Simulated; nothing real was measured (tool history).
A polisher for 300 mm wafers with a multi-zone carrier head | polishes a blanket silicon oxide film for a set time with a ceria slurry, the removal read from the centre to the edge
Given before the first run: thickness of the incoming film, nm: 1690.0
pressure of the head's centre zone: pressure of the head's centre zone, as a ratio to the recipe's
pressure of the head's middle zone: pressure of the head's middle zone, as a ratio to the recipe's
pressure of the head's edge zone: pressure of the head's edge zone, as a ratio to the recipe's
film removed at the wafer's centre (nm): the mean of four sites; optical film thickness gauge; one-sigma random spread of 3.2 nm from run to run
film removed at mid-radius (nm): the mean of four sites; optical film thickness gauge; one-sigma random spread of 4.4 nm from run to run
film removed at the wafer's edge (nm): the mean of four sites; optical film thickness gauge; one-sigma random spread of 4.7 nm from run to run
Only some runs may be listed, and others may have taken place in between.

run	day	flow of slurry (ml/min)	pressure of the head's centre zone	pressure of the head's middle zone	pressure of the head's edge zone	polishing time (s)	film removed at the wafer's centre (nm)	film removed at mid-radius (nm)	film removed at the wafer's edge (nm)
1	0	265	1	1	1	81	712.08	736.55	700.33
2	0.25	255	0.97	0.98	0.97	78	682.12	687.52	658.74
3	0.442	250	0.94	0.99	0.97	75	626.9	666.49	642.95
4	0.725	245	0.92	0.99	0.95	73	598.93	646.6	617.55
5	0.792	245	0.92	0.99	0.89	73	600.56	653.57	598.09
6	0.833	245	0.92	0.99	0.93	73	599.61	634.98	610.16
7	0.879	240	0.9	0.99	0.91	72	569.99	632.17	592.17
8	0.942	230	0.88	0.98	0.89	72	557.89	634.32	586.85
9	1.275	230	0.88	0.98	0.89	72	555.33	631.01	586.27
10	1.442	225	0.87	0.97	0.88	71	536.12	615.28	580.56
11	1.588	220	0.87	0.96	0.87	70	537.01	594.67	551.08
12	1.742	210	0.86	0.96	0.87	70	528.02	588.76	557
13	1.921	205	0.85	0.96	0.87	70	510.21	596.96	546.3
14	2.167	200	0.85	0.95	0.88	70	514.83	590.7	552.72

What does the tool deliver on the next run?
15	2.354	195	0.85	0.94	0.88	70	?	?	?

Run 15 produced film removed at the wafer's centre (nm) 509.84, film removed at mid-radius (nm) 576.9, film removed at the wafer's edge (nm) 564.85.

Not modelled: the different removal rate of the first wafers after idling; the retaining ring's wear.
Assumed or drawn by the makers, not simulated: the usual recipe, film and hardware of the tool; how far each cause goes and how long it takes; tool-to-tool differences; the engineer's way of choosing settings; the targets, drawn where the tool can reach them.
